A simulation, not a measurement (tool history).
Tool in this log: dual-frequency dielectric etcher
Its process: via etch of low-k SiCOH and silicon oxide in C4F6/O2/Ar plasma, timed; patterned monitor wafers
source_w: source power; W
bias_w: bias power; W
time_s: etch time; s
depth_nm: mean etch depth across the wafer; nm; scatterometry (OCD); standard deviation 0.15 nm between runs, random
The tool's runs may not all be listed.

run 1 hour=0 | source_w=460 bias_w=149 time_s=22 | depth_nm=51.143
run 2 hour=3.7 | source_w=500 bias_w=149 time_s=22 | depth_nm=53.052
run 3 hour=10.5 | source_w=570 bias_w=149 time_s=22 | depth_nm=55.921
run 4 hour=19 | source_w=570 bias_w=149 time_s=22 | depth_nm=56.288
run 5 hour=20.6 | source_w=490 bias_w=141 time_s=22 | depth_nm=51.849
run 6 hour=22.9 | source_w=490 bias_w=120 time_s=22 | depth_nm=50.181
run 7 hour=26.9 | source_w=440 bias_w=116 time_s=22 | depth_nm=47.164

Forecast run 8:
-- hour=29.2 source power generator calibrated
run 8 hour=29.2 | source_w=410 bias_w=114 time_s=22 | depth_nm=?

depth_nm: 45.012 nm
